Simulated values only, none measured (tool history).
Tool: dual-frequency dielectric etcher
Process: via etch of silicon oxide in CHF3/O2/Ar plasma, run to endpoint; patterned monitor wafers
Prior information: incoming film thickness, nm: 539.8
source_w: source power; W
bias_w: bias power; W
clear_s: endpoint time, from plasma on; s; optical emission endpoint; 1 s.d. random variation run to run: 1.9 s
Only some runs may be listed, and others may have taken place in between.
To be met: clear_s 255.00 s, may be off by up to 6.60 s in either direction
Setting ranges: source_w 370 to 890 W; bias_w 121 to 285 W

| run | hour | source_w | bias_w | clear_s |
|---|---|---|---|---|
| 1 | 0.0 | 630 | 203 | 293.01 |
| 2 | 5.0 | 630 | 179 | 304.50 |
| 3 | 6.0 | 630 | 149 | 318.09 |
| 4 | 11.3 | 680 | 158 | 307.65 |
| 5 | 14.8 | 720 | 170 | 294.94 |
| 6 | 16.4 | 610 | 170 | 311.33 |
| 7 | 17.9 | 650 | 181 | 300.99 |
| 8 | 26.2 | 690 | 189 | 290.83 |

Exercise: of the 5 proposed moves below, exactly one satisfies all targets within the stated allowed misses. Which move is it?
| A | 34.5 | 580 | 140 | ? |
| B | 34.5 | 830 | 183 | ? |
| C | 34.5 | 690 | 226 | ? |
| D | 34.5 | 890 | 261 | ? |
| E | 34.5 | 860 | 228 | ? |

| move | clear_s |
|---|---|
| A | 332.17 |
| B | 275.80 |
| C | 274.03 |
| D | 242.03 |
| E | 255.29 |
A: further off than the last run
B: closer than the last run, but not yet in spec
C: closer than the last run, but not yet in spec
D: takes the biggest miss from the last run beyond its target
E: all results in spec
Answer: E
